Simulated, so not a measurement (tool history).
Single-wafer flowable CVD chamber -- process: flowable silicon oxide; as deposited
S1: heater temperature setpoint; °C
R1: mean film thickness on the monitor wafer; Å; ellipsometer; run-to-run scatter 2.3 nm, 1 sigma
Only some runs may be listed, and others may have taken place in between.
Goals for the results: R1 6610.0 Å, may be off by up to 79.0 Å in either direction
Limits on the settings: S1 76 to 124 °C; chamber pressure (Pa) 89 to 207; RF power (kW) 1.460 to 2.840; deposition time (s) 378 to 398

{"run": 1, "hour": 0.0, "S1": 100, "chamber pressure (Pa)": 148, "RF power (kW)": 2.15, "deposition time (s)": 398, "R1": 3668.0}
{"run": 2, "hour": 3.2, "S1": 96, "chamber pressure (Pa)": 148, "RF power (kW)": 2.15, "deposition time (s)": 398, "R1": 4260.2}
{"run": 3, "hour": 6.2, "S1": 101, "chamber pressure (Pa)": 148, "RF power (kW)": 2.15, "deposition time (s)": 398, "R1": 3516.5}
{"run": 4, "hour": 14.6, "S1": 101, "chamber pressure (Pa)": 125, "RF power (kW)": 2.15, "deposition time (s)": 398, "R1": 3018.7}
{"run": 5, "hour": 21.2, "S1": 101, "chamber pressure (Pa)": 125, "RF power (kW)": 2.15, "deposition time (s)": 378, "R1": 2890.7}
{"run": 6, "hour": 27.0, "S1": 96, "chamber pressure (Pa)": 125, "RF power (kW)": 2.15, "deposition time (s)": 378, "R1": 3463.7}
{"run": 7, "hour": 33.1, "S1": 92, "chamber pressure (Pa)": 125, "RF power (kW)": 2.15, "deposition time (s)": 378, "R1": 4060.6}
{"run": 8, "hour": 39.1, "S1": 89, "chamber pressure (Pa)": 125, "RF power (kW)": 2.15, "deposition time (s)": 378, "R1": 4505.8}
{"run": 9, "hour": 40.4, "S1": 87, "chamber pressure (Pa)": 125, "RF power (kW)": 2.15, "deposition time (s)": 378, "R1": 4837.4}
{"run": 10, "hour": 48.8, "S1": 85, "chamber pressure (Pa)": 125, "RF power (kW)": 2.15, "deposition time (s)": 378, "R1": 5143.2}
{"run": 11, "hour": 55.2, "S1": 84, "chamber pressure (Pa)": 125, "RF power (kW)": 2.15, "deposition time (s)": 378, "R1": 5319.5}
{"run": 12, "hour": 59.4, "S1": 76, "chamber pressure (Pa)": 125, "RF power (kW)": 2.15, "deposition time (s)": 378, "R1": 6774.1}

Which single option among these 4 for the next run brings every result within its allowed miss of target? Just one does.
{"run": "A", "hour": 63.6, "S1": 76, "chamber pressure (Pa)": 129, "RF power (kW)": 2.18, "deposition time (s)": 384, "R1": "?"}
{"run": "B", "hour": 63.6, "S1": 78, "chamber pressure (Pa)": 125, "RF power (kW)": 2.175, "deposition time (s)": 378, "R1": "?"}
{"run": "C", "hour": 63.6, "S1": 78, "chamber pressure (Pa)": 131, "RF power (kW)": 2.085, "deposition time (s)": 378, "R1": "?"}
{"run": "D", "hour": 63.6, "S1": 86, "chamber pressure (Pa)": 167, "RF power (kW)": 2.07, "deposition time (s)": 378, "R1": "?"}

move=A R1=7080.2
move=B R1=6432.9
move=C R1=6638.1
move=D R1=6381.5
A: misses by more than the last run did
B: takes the result that was furthest off past its target
C: each result inside its tolerance
D: takes the result that was furthest off past its target
So the answer is move C, the one that meets all the targets.
